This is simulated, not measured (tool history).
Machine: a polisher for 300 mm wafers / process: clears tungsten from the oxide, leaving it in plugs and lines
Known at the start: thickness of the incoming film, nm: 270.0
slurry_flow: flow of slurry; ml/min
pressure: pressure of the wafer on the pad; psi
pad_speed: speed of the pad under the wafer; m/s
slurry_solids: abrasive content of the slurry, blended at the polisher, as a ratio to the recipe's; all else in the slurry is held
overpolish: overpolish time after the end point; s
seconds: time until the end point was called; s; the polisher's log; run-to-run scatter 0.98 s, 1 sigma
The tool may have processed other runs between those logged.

{"run": 1, "hour": 0.0, "slurry_flow": 170, "pressure": 3, "pad_speed": 0.88, "slurry_solids": 1, "overpolish": 6, "seconds": 73.355}
{"run": 2, "hour": 3.2, "slurry_flow": 170, "pressure": 3, "pad_speed": 0.88, "slurry_solids": 1, "overpolish": 4, "seconds": 75.315}
{"run": 3, "hour": 7.8, "slurry_flow": 170, "pressure": 3, "pad_speed": 0.88, "slurry_solids": 1.2, "overpolish": 4, "seconds": 72.225}
{"run": 4, "hour": 15.6, "slurry_flow": 170, "pressure": 3, "pad_speed": 0.88, "slurry_solids": 1.2, "overpolish": 6, "seconds": 72.403}
{"run": 5, "hour": 19.1, "slurry_flow": 170, "pressure": 3, "pad_speed": 0.88, "slurry_solids": 1, "overpolish": 6, "seconds": 77.652}
{"run": 6, "hour": 27.0, "slurry_flow": 170, "pressure": 3.1, "pad_speed": 0.88, "slurry_solids": 1, "overpolish": 6, "seconds": 73.365}

Forecast run 7:
{"run": 7, "hour": 28.7, "slurry_flow": 170, "pressure": 3.2, "pad_speed": 0.88, "slurry_solids": 1, "overpolish": 6, "seconds": "?"}

seconds: 72.536 s
